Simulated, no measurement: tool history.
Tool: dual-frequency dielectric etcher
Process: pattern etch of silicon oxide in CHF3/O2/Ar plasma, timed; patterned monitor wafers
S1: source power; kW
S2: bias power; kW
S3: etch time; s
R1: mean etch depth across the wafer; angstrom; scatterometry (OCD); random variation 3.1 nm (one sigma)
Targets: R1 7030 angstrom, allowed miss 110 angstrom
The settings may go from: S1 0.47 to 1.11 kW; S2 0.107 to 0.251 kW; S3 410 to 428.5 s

run 1 day=0 | S1=0.79 S2=0.179 S3=410 | R1=8001.8
run 2 day=0.271 | S1=0.79 S2=0.179 S3=428.5 | R1=8367
run 3 day=0.55 | S1=0.86 S2=0.179 S3=428.5 | R1=8524.5
run 4 day=0.838 | S1=0.78 S2=0.161 S3=426.5 | R1=8146.3
run 5 day=1.121 | S1=0.84 S2=0.161 S3=426.5 | R1=8323.8
run 6 day=1.379 | S1=0.84 S2=0.161 S3=428.5 | R1=8329.3
run 7 day=1.658 | S1=0.76 S2=0.146 S3=426.5 | R1=7882.4
run 8 day=1.692 | S1=0.69 S2=0.141 S3=426 | R1=7565.8
run 9 day=1.879 | S1=0.64 S2=0.139 S3=426 | R1=7349.5

4 next moves are on the table. One of them brings every result within its allowed miss. Which?
run A day=2.067 | S1=0.69 S2=0.134 S3=419 | R1=?
run B day=2.067 | S1=0.69 S2=0.142 S3=410 | R1=?
run C day=2.067 | S1=0.55 S2=0.108 S3=428.5 | R1=?
run D day=2.067 | S1=0.59 S2=0.152 S3=410 | R1=?

move=A R1=7362.5
move=B R1=7296.1
move=C R1=6733.9
move=D R1=7072.3
A: as far off as the last run
B: nearer than the last run, and not there yet
C: takes the result that was furthest off past its target
D: meets every target
Move D is the one to make.

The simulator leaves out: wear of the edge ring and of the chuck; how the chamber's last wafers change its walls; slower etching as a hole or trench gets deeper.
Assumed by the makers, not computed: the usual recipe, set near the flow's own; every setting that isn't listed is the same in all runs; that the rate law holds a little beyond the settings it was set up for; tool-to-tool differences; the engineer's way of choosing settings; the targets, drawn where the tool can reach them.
